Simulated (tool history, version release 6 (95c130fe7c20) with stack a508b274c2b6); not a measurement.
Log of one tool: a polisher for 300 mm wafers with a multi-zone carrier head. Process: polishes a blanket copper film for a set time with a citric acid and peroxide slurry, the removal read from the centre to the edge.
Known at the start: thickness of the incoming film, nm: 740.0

run  hour  flow of slurry (ml/min)  pressure of the head's centre zone  pressure of the head's middle zone  pressure of the head's edge zone  abrasive content of the slurry  polishing time (s)  film removed at the wafer's centre (Å)  film removed at mid-radius (Å)  film removed at the wafer's edge (Å)
  1   0.0                      165                                1.00                                1.00                              1.00                            1.00                  83                                  1830.5                          1629.2                                1717.2
  2   5.3                      165                                0.99                                1.01                              0.98                            0.95                  80                                  1731.8                          1515.9                                1590.3
  3  12.1                      180                                0.99                                1.01                              0.98                            0.95                  80                                  1754.4                          1583.2                                1625.9
  4  16.1                      180                                0.99                                1.01                              0.98                            1.10                  80                                  1861.9                          1670.5                                1699.6
  5  21.0                      180                                0.99                                1.01                              1.02                            1.10                  80                                  1806.9                          1693.4                                1711.0
     29.0  -- centre zone pressure recalibrated
  6  29.0                      180                                1.05                                1.01                              1.02                            1.10                  80                                  1732.7                          1649.3                                1673.2

Run 7 comes next. What will it give?
  7  35.7                      180                                1.07                                1.03                              1.02                            1.00                  78                                       ?                               ?                                     ?

{"run 7": {"film removed at the wafer's centre (Å)": 1707.9, "film removed at mid-radius (Å)": 1566.3, "film removed at the wafer's edge (Å)": 1597.9}}

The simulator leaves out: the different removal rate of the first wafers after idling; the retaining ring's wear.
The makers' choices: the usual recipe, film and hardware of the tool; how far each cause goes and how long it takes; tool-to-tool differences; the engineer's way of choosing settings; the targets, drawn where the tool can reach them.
